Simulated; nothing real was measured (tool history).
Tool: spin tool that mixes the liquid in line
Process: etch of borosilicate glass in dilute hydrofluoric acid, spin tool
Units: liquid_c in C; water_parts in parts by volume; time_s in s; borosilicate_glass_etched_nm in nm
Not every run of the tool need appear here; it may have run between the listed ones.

run,hour,liquid_c,water_parts,time_s,borosilicate_glass_etched_nm
1,0.0,24.0,130,130,31.564
2,7.8,24.0,100,130,42.154
3,14.6,23.5,110,130,36.821
4,16.2,23.0,115,130,34.828
5,17.3,20.0,115,130,30.339
6,21.5,23.5,115,130,35.574
7,25.9,23.0,120,130,33.041

What will run 8 give?
8,34.5,19.0,170,130,?

{"run 8": {"borosilicate_glass_etched_nm": 19.259}}
